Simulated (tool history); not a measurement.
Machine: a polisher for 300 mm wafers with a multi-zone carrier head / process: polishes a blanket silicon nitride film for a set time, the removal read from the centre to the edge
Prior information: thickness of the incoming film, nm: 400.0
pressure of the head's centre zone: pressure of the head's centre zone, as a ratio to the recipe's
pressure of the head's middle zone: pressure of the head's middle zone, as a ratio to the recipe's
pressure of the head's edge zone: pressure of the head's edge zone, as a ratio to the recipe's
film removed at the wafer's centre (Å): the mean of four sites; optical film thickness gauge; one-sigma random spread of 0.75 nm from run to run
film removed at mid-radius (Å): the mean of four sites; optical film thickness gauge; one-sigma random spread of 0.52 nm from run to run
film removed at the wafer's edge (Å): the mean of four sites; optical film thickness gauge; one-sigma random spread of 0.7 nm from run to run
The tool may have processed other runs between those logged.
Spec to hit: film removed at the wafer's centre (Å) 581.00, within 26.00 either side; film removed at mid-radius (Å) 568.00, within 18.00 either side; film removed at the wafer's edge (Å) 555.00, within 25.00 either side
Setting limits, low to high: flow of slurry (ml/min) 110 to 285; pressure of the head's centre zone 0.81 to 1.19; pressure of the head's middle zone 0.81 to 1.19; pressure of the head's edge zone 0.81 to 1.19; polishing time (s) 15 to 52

run,day,flow of slurry (ml/min),pressure of the head's centre zone,pressure of the head's middle zone,pressure of the head's edge zone,polishing time (s),film removed at the wafer's centre (Å),film removed at mid-radius (Å),film removed at the wafer's edge (Å)
1,0.000,180,1.00,1.00,1.00,33,360.95,359.76,389.08
2,0.096,190,1.03,1.03,1.02,35,411.04,393.82,414.65
3,0.438,195,1.03,1.05,1.04,37,431.81,427.00,445.87
4,0.679,200,1.04,1.07,1.05,38,449.27,454.56,447.57
5,0.879,200,1.10,1.07,1.05,38,463.65,452.56,452.56
6,1.050,225,1.10,1.07,1.05,38,477.19,462.37,463.54
# day 1.092: slurry nozzle cleaned
7,1.092,230,1.11,1.08,1.06,39,523.72,523.15,507.01
8,1.417,235,1.12,1.08,1.06,39,539.35,512.18,502.15
9,1.533,245,1.11,1.08,1.07,39,534.52,507.11,504.46
10,1.692,250,1.11,1.09,1.08,39,534.31,526.27,511.05
11,1.733,255,1.11,1.09,1.09,39,544.33,518.68,520.40

Below are 4 possible settings for the next run. Only one of them brings all results inside the allowed miss of their targets. Which is it?
A,1.775,280,1.07,1.06,1.05,43,?,?,?
B,1.775,185,1.12,1.15,1.00,40,?,?,?
C,1.775,210,1.12,1.06,1.10,42,?,?,?
D,1.775,210,0.97,1.19,1.03,44,?,?,?

move,film removed at the wafer's centre (Å),film removed at mid-radius (Å),film removed at the wafer's edge (Å)
A,588.89,566.90,574.70
B,538.14,534.88,502.01
C,575.84,535.47,560.35
D,536.05,615.80,567.21
A: all results land within tolerance of their targets
B: closer than the last run, but not yet in spec
C: closer than the last run, but not yet in spec
D: carries the result that was furthest off beyond its target, to the other side
Correct choice: A, which meets every target
